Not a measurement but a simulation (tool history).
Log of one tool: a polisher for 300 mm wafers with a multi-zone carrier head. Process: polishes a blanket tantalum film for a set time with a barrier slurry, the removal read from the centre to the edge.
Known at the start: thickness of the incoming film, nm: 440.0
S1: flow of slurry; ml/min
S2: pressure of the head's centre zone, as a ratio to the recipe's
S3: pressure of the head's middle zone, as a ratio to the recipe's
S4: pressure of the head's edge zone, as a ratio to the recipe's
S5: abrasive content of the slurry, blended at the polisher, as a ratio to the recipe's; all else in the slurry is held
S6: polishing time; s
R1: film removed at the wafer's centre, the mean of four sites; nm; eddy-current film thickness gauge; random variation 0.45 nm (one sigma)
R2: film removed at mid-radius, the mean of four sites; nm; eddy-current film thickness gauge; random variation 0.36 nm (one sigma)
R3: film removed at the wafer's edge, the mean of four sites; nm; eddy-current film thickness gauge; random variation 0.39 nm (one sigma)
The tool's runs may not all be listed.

{"run": 1, "hour": 0.0, "S1": 170, "S2": 1, "S3": 1, "S4": 1, "S5": 1, "S6": 62, "R1": 73.435, "R2": 73.845, "R3": 73.204}
{"run": 2, "hour": 6.7, "S1": 185, "S2": 1, "S3": 1, "S4": 1, "S5": 1, "S6": 62, "R1": 72.842, "R2": 72.28, "R3": 73.461}
{"run": 3, "hour": 15.1, "S1": 185, "S2": 1.03, "S3": 0.96, "S4": 0.96, "S5": 0.85, "S6": 53, "R1": 62.984, "R2": 58.944, "R3": 60.844}
{"run": 4, "hour": 20.4, "S1": 185, "S2": 1.03, "S3": 0.96, "S4": 0.96, "S5": 0.85, "S6": 59, "R1": 70.554, "R2": 64.952, "R3": 67.441}
{"run": 5, "hour": 27.6, "S1": 220, "S2": 1.03, "S3": 0.96, "S4": 0.96, "S5": 0.85, "S6": 59, "R1": 70.926, "R2": 66.246, "R3": 68.136}
{"run": 6, "hour": 36.5, "S1": 215, "S2": 1.05, "S3": 0.94, "S4": 0.92, "S5": 0.75, "S6": 49, "R1": 59.965, "R2": 54.287, "R3": 55.137}
{"run": 7, "hour": 38.7, "S1": 210, "S2": 1.06, "S3": 0.91, "S4": 0.89, "S5": 0.65, "S6": 43, "R1": 51.07, "R2": 44.14, "R3": 46.721}
{"run": 8, "hour": 39.9, "S1": 200, "S2": 1.07, "S3": 0.9, "S4": 0.86, "S5": 0.6, "S6": 40, "R1": 47.422, "R2": 39.504, "R3": 41.688}
{"run": 9, "hour": 41.6, "S1": 180, "S2": 1.07, "S3": 0.9, "S4": 0.84, "S5": 0.6, "S6": 40, "R1": 46.832, "R2": 39.783, "R3": 41.346}
{"run": 10, "hour": 46.5, "S1": 185, "S2": 1.09, "S3": 0.87, "S4": 0.82, "S5": 0.5, "S6": 33, "R1": 38.289, "R2": 31.793, "R3": 32.353}
{"run": 11, "hour": 48.3, "S1": 195, "S2": 1.1, "S3": 0.88, "S4": 0.85, "S5": 0.5, "S6": 33, "R1": 38.425, "R2": 31.664, "R3": 33.869}

The next listed run, before its measurement:
{"run": 12, "hour": 54.7, "S1": 205, "S2": 1.11, "S3": 0.89, "S4": 0.85, "S5": 0.5, "S6": 33, "R1": "?", "R2": "?", "R3": "?"}

R1: 39.965 nm
R2: 32.6 nm
R3: 33.232 nm

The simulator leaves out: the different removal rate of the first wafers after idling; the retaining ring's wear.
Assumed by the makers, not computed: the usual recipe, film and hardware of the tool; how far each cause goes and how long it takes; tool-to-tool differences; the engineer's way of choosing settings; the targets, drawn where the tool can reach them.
